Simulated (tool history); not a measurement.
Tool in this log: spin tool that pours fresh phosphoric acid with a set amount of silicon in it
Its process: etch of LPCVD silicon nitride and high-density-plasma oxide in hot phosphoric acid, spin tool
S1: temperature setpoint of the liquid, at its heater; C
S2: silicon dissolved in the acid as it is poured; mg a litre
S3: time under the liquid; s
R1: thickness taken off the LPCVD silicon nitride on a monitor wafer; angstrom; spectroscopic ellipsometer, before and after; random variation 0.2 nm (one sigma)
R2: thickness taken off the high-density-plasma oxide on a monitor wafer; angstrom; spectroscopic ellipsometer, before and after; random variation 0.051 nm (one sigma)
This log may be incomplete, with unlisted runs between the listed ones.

run	day	S1	S2	S3	R1	R2
1	0	162	13	180	173.39	6.0948
2	0.333	160.5	13	180	164.4	5.3424
3	0.638	160.5	18.5	180	163.32	4.4805
4	0.842	158.5	18.5	180	152.1	3.8871
5	1.204	160.5	16.5	190	176.7	5.5021
6	1.246	162	16.5	190	182.25	5.5537

Expected results for the next run?
7	1.438	163	15	195	?	?

R1: 196.64 angstrom
R2: 5.9778 angstrom
